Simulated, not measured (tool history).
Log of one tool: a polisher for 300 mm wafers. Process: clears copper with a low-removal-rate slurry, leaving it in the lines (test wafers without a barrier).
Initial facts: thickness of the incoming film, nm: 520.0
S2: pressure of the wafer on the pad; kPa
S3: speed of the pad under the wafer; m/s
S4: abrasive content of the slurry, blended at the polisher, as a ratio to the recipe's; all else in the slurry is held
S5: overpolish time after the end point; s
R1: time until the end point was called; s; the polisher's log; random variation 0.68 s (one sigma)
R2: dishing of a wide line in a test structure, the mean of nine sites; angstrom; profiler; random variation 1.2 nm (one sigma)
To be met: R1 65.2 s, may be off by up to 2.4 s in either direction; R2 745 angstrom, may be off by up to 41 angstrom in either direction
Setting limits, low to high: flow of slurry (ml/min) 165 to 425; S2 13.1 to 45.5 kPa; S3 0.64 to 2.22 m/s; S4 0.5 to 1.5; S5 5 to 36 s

{"run": 1, "day": 0.0, "flow of slurry (ml/min)": 275, "S2": 29, "S3": 1.42, "S4": 1, "S5": 18, "R1": 87.402, "R2": 569.72}
{"run": 2, "day": 0.025, "flow of slurry (ml/min)": 275, "S2": 29, "S3": 1.12, "S4": 1, "S5": 18, "R1": 105.17, "R2": 516.71}
{"run": 3, "day": 0.25, "flow of slurry (ml/min)": 275, "S2": 32.4, "S3": 1.12, "S4": 1, "S5": 19, "R1": 95.783, "R2": 575.98}
{"run": 4, "day": 0.558, "flow of slurry (ml/min)": 275, "S2": 35.9, "S3": 1.12, "S4": 1, "S5": 19, "R1": 91.386, "R2": 585.19}
{"run": 5, "day": 0.829, "flow of slurry (ml/min)": 275, "S2": 38.6, "S3": 1.18, "S4": 1, "S5": 19, "R1": 81.375, "R2": 620.45}
{"run": 6, "day": 0.942, "flow of slurry (ml/min)": 275, "S2": 33.1, "S3": 1.18, "S4": 1, "S5": 19, "R1": 91.382, "R2": 575.53}
{"run": 7, "day": 1.05, "flow of slurry (ml/min)": 275, "S2": 36.5, "S3": 1.2, "S4": 1, "S5": 20, "R1": 82.255, "R2": 632.16}
{"run": 8, "day": 1.321, "flow of slurry (ml/min)": 275, "S2": 38.6, "S3": 1.2, "S4": 1, "S5": 20, "R1": 81.322, "R2": 642.49}
{"run": 9, "day": 1.542, "flow of slurry (ml/min)": 275, "S2": 40.7, "S3": 1.24, "S4": 1, "S5": 20, "R1": 77.421, "R2": 662.46}

Pick the move, out of 5, that brings all results within their allowed miss; only one does.
{"run": "A", "day": 1.762, "flow of slurry (ml/min)": 365, "S2": 45.5, "S3": 1.22, "S4": 1.2, "S5": 22, "R1": "?", "R2": "?"}
{"run": "B", "day": 1.762, "flow of slurry (ml/min)": 260, "S2": 45.5, "S3": 1.24, "S4": 0.95, "S5": 25, "R1": "?", "R2": "?"}
{"run": "C", "day": 1.762, "flow of slurry (ml/min)": 270, "S2": 35.2, "S3": 1.1, "S4": 1.1, "S5": 35, "R1": "?", "R2": "?"}
{"run": "D", "day": 1.762, "flow of slurry (ml/min)": 265, "S2": 42.1, "S3": 0.96, "S4": 1, "S5": 29, "R1": "?", "R2": "?"}
{"run": "E", "day": 1.762, "flow of slurry (ml/min)": 190, "S2": 38.6, "S3": 1.28, "S4": 1.05, "S5": 18, "R1": "?", "R2": "?"}

move=A R1=65.267 R2=741.08
move=B R1=71.309 R2=752.17
move=C R1=90.816 R2=767.49
move=D R1=91.69 R2=720.04
move=E R1=80.547 R2=608.07
A: in spec on every target
B: nearer than the last run, and not there yet
C: misses by more than the last run did
D: misses by more than the last run did
E: misses by more than the last run did
So the answer is move A, the one that meets all the targets.

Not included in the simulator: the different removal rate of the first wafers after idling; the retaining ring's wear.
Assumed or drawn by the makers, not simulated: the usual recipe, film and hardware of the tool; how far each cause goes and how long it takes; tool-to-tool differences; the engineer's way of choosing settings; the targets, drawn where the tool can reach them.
